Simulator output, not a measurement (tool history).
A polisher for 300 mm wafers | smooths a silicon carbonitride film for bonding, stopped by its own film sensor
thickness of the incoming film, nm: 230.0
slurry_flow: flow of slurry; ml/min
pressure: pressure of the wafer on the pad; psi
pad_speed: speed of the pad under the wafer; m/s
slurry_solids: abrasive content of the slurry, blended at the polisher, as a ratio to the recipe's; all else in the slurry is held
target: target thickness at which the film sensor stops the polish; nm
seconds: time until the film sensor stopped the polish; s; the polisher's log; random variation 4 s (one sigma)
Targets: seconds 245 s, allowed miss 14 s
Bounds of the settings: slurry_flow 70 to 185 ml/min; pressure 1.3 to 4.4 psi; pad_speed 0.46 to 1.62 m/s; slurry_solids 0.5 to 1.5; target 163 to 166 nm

{"run": 1, "hour": 0.0, "slurry_flow": 120, "pressure": 2.8, "pad_speed": 1.04, "slurry_solids": 1, "target": 166, "seconds": 169.09}
{"run": 2, "hour": 7.8, "slurry_flow": 120, "pressure": 2.5, "pad_speed": 1.04, "slurry_solids": 1, "target": 166, "seconds": 184.63}
{"run": 3, "hour": 9.2, "slurry_flow": 120, "pressure": 2.3, "pad_speed": 1.02, "slurry_solids": 1, "target": 166, "seconds": 202.56}
{"run": 4, "hour": 13.6, "slurry_flow": 120, "pressure": 2.2, "pad_speed": 1.02, "slurry_solids": 1, "target": 166, "seconds": 218.32}
{"run": 5, "hour": 16.0, "slurry_flow": 120, "pressure": 2.2, "pad_speed": 1.14, "slurry_solids": 1, "target": 166, "seconds": 199.26}
{"run": 6, "hour": 21.6, "slurry_flow": 120, "pressure": 2.2, "pad_speed": 1.14, "slurry_solids": 1, "target": 163, "seconds": 206.13}
{"run": 7, "hour": 28.5, "slurry_flow": 120, "pressure": 2.2, "pad_speed": 1.14, "slurry_solids": 1, "target": 163, "seconds": 208.61}
{"run": 8, "hour": 29.1, "slurry_flow": 120, "pressure": 2.1, "pad_speed": 1.14, "slurry_solids": 1, "target": 163, "seconds": 215.06}
{"run": 9, "hour": 32.6, "slurry_flow": 120, "pressure": 2, "pad_speed": 1.14, "slurry_solids": 1, "target": 163, "seconds": 224.17}

Which of these 4 next moves meets every target?
{"run": "A", "hour": 36.1, "slurry_flow": 110, "pressure": 1.9, "pad_speed": 1.38, "slurry_solids": 1.1, "target": 165, "seconds": "?"}
{"run": "B", "hour": 36.1, "slurry_flow": 150, "pressure": 1.8, "pad_speed": 1.04, "slurry_solids": 1, "target": 166, "seconds": "?"}
{"run": "C", "hour": 36.1, "slurry_flow": 165, "pressure": 2.1, "pad_speed": 1.26, "slurry_solids": 0.7, "target": 166, "seconds": "?"}
{"run": "D", "hour": 36.1, "slurry_flow": 125, "pressure": 2.1, "pad_speed": 1.14, "slurry_solids": 1, "target": 165, "seconds": "?"}

move=A seconds=200.2
move=B seconds=250.81
move=C seconds=206.96
move=D seconds=214.51
A: further off than the last run
B: meets every target
C: further off than the last run
D: further off than the last run
The right move is B.
